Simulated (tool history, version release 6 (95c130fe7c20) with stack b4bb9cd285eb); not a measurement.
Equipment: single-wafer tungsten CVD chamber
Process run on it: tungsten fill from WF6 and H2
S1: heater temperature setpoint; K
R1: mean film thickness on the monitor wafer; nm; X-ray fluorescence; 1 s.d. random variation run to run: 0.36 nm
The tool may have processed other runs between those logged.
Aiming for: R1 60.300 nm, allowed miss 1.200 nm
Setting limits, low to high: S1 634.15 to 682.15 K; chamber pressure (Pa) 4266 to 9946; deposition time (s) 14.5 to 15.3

run 1 hour=0.0 | S1=658.15 chamber_pressure_(Pa)=7106 deposition_time_(s)=15.3 | R1=42.150
run 2 hour=7.6 | S1=662.15 chamber_pressure_(Pa)=7133 deposition_time_(s)=15.3 | R1=45.015
run 3 hour=11.4 | S1=654.15 chamber_pressure_(Pa)=7133 deposition_time_(s)=15.3 | R1=39.339
run 4 hour=19.1 | S1=654.15 chamber_pressure_(Pa)=7133 deposition_time_(s)=15.3 | R1=39.282
run 5 hour=22.2 | S1=654.15 chamber_pressure_(Pa)=5919 deposition_time_(s)=15.3 | R1=37.368
run 6 hour=26.3 | S1=654.15 chamber_pressure_(Pa)=5919 deposition_time_(s)=15.3 | R1=37.618
run 7 hour=27.4 | S1=654.15 chamber_pressure_(Pa)=5919 deposition_time_(s)=15.3 | R1=37.380
run 8 hour=36.2 | S1=661.15 chamber_pressure_(Pa)=5986 deposition_time_(s)=15.3 | R1=42.550
run 9 hour=44.3 | S1=666.15 chamber_pressure_(Pa)=6026 deposition_time_(s)=15.3 | R1=45.659
run 10 hour=51.9 | S1=678.15 chamber_pressure_(Pa)=6626 deposition_time_(s)=15.3 | R1=57.721

5 next moves are on the table. One of them brings every result within its allowed miss. Which?
run A hour=59.5 | S1=679.15 chamber_pressure_(Pa)=7106 deposition_time_(s)=14.8 | R1=?
run B hour=59.5 | S1=679.15 chamber_pressure_(Pa)=7426 deposition_time_(s)=14.6 | R1=?
run C hour=59.5 | S1=677.15 chamber_pressure_(Pa)=6573 deposition_time_(s)=15.3 | R1=?
run D hour=59.5 | S1=679.15 chamber_pressure_(Pa)=8426 deposition_time_(s)=14.7 | R1=?
run E hour=59.5 | S1=678.15 chamber_pressure_(Pa)=6079 deposition_time_(s)=15.3 | R1=?

move=A R1=57.790
move=B R1=57.685
move=C R1=56.737
move=D R1=60.158
move=E R1=56.468
A: about the same distance from the targets as the last run
B: about the same distance from the targets as the last run
C: moves away from the targets compared with the last run
D: all results land within tolerance of their targets
E: moves away from the targets compared with the last run
D is the move that brings every result within its allowed miss.
